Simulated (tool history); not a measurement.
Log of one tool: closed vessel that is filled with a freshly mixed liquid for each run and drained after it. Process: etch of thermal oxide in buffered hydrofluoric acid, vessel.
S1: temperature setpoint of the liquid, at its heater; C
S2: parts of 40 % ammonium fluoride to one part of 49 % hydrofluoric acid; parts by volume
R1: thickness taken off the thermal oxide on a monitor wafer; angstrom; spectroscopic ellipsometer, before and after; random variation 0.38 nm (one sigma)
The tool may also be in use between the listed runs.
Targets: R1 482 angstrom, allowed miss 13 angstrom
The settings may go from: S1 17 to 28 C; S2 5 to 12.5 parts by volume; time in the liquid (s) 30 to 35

{"run": 1, "day": 0.0, "S1": 20, "S2": 7.5, "time in the liquid (s)": 35, "R1": 379.06}
{"run": 2, "day": 0.079, "S1": 22.5, "S2": 7.5, "time in the liquid (s)": 35, "R1": 434.82}
{"run": 3, "day": 0.421, "S1": 23, "S2": 7.5, "time in the liquid (s)": 35, "R1": 449.09}
{"run": 4, "day": 0.758, "S1": 23, "S2": 9.5, "time in the liquid (s)": 35, "R1": 362.69}
{"run": 5, "day": 1.021, "S1": 24, "S2": 9.5, "time in the liquid (s)": 35, "R1": 384}
{"run": 6, "day": 1.238, "S1": 25, "S2": 9.5, "time in the liquid (s)": 35, "R1": 398.21}
{"run": 7, "day": 1.525, "S1": 25.5, "S2": 9.5, "time in the liquid (s)": 35, "R1": 410.56}
{"run": 8, "day": 1.708, "S1": 26, "S2": 9.5, "time in the liquid (s)": 35, "R1": 425.7}
{"run": 9, "day": 2.05, "S1": 26.5, "S2": 9.5, "time in the liquid (s)": 35, "R1": 434.64}
{"run": 10, "day": 2.179, "S1": 27, "S2": 9.5, "time in the liquid (s)": 35, "R1": 452.98}
{"run": 11, "day": 2.425, "S1": 27.5, "S2": 9.5, "time in the liquid (s)": 35, "R1": 455.96}
{"run": 12, "day": 2.462, "S1": 28, "S2": 9.5, "time in the liquid (s)": 35, "R1": 468.66}

4 next moves are on the table. One of them brings every result within its allowed miss. Which?
{"run": "A", "day": 2.5, "S1": 27.5, "S2": 9.5, "time in the liquid (s)": 35, "R1": "?"}
{"run": "B", "day": 2.5, "S1": 28, "S2": 9, "time in the liquid (s)": 35, "R1": "?"}
{"run": "C", "day": 2.5, "S1": 28, "S2": 8.5, "time in the liquid (s)": 35, "R1": "?"}
{"run": "D", "day": 2.5, "S1": 28, "S2": 10, "time in the liquid (s)": 35, "R1": "?"}

move=A R1=451.95
move=B R1=480.14
move=C R1=510.86
move=D R1=449.4
A: further off than the last run
B: meets every target
C: takes the result that was furthest off past its target
D: further off than the last run
The right move is B.

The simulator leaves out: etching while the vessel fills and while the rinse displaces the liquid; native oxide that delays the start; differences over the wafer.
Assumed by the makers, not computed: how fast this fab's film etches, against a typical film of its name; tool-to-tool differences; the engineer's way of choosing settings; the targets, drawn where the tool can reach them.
